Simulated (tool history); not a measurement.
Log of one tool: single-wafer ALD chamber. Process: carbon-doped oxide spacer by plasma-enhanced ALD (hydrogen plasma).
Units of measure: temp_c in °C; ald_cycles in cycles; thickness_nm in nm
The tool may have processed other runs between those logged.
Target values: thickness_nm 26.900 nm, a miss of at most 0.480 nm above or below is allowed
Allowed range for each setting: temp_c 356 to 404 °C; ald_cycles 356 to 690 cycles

| run | hour | temp_c | ald_cycles | thickness_nm |
|---|---|---|---|---|
| 1 | 0.0 | 380 | 523 | 29.628 |
| 2 | 5.5 | 380 | 507 | 29.019 |
| 3 | 15.2 | 380 | 493 | 27.983 |
| 4 | 23.0 | 372 | 493 | 28.100 |
| 5 | 32.6 | 372 | 435 | 25.089 |
| 6 | 41.3 | 372 | 447 | 25.545 |
|  | 50.7 | thermocouple changed; heater temperature recalibrated |
| 7 | 50.7 | 372 | 455 | 26.061 |
| 8 | 55.5 | 372 | 460 | 26.127 |

4 next moves are on the table. One of them brings every result within its allowed miss. Which?
| A | 60.3 | 369 | 482 | ? |
| B | 60.3 | 376 | 452 | ? |
| C | 60.3 | 372 | 441 | ? |
| D | 60.3 | 369 | 469 | ? |

| move | thickness_nm |
|---|---|
| A | 27.647 |
| B | 25.927 |
| C | 25.296 |
| D | 26.902 |
A: takes the biggest miss from the last run beyond its target
B: further off than the last run
C: further off than the last run
D: every result lands within tolerance
D is the move that brings every result within its allowed miss.
